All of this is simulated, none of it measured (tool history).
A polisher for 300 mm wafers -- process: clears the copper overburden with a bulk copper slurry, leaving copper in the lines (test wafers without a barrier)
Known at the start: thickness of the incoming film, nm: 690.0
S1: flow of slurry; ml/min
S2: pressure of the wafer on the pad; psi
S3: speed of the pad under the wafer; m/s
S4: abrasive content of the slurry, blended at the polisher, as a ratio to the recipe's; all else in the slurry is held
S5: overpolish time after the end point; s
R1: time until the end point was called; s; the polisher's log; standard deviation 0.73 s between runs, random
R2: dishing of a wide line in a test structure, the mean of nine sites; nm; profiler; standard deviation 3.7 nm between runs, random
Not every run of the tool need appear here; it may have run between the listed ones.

run,hour,S1,S2,S3,S4,S5,R1,R2
1,0.0,270,3.2,0.84,1.00,27,72.826,117.10
2,5.9,210,3.2,0.84,1.00,27,76.235,116.97
3,11.5,215,3.6,0.86,1.00,27,65.169,131.20
4,19.6,215,3.6,0.86,1.15,27,63.331,127.76
5,27.4,275,3.6,0.86,1.15,27,61.017,130.62
6,34.0,275,3.6,0.86,1.15,32,61.241,135.24
7,34.7,275,3.6,0.86,1.15,32,61.553,140.38

Predict the results of run 8:
8,42.1,275,3.8,0.86,1.15,31,?,?

Run 8 came out at R1 57.715 s, R2 143.81 nm.
